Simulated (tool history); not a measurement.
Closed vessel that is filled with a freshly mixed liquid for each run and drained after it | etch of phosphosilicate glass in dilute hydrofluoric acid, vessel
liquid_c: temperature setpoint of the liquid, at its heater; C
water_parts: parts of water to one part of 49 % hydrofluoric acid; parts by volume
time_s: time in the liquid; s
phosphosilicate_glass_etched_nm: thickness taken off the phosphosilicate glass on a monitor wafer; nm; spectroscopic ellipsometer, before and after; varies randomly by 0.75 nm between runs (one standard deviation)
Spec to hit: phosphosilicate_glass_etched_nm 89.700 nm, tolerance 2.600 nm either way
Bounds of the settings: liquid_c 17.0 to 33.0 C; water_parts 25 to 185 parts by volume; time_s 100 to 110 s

| run | hour | liquid_c | water_parts | time_s | phosphosilicate_glass_etched_nm |
|---|---|---|---|---|---|
| 1 | 0.0 | 25.0 | 105 | 100 | 107.170 |
| 2 | 2.6 | 24.0 | 105 | 100 | 103.270 |
| 3 | 11.3 | 25.5 | 105 | 100 | 106.390 |
| 4 | 18.6 | 24.5 | 105 | 100 | 105.140 |
| 5 | 22.7 | 27.0 | 105 | 100 | 116.070 |
| 6 | 24.1 | 27.0 | 105 | 110 | 125.110 |
| 7 | 27.6 | 25.0 | 105 | 110 | 117.390 |
| 8 | 32.0 | 21.0 | 110 | 110 | 93.858 |

4 next moves are on the table. One of them brings every result within its allowed miss. Which?
| A | 36.4 | 21.0 | 105 | 110 | ? |
| B | 36.4 | 20.5 | 105 | 110 | ? |
| C | 36.4 | 19.0 | 90 | 105 | ? |
| D | 36.4 | 22.0 | 110 | 100 | ? |

| move | phosphosilicate_glass_etched_nm |
|---|---|
| A | 99.540 |
| B | 97.536 |
| C | 103.830 |
| D | 89.418 |
A: the biggest miss grows against the last run
B: the biggest miss grows against the last run
C: the biggest miss grows against the last run
D: hits every target within its allowed miss
D is the move that brings every result within its allowed miss.
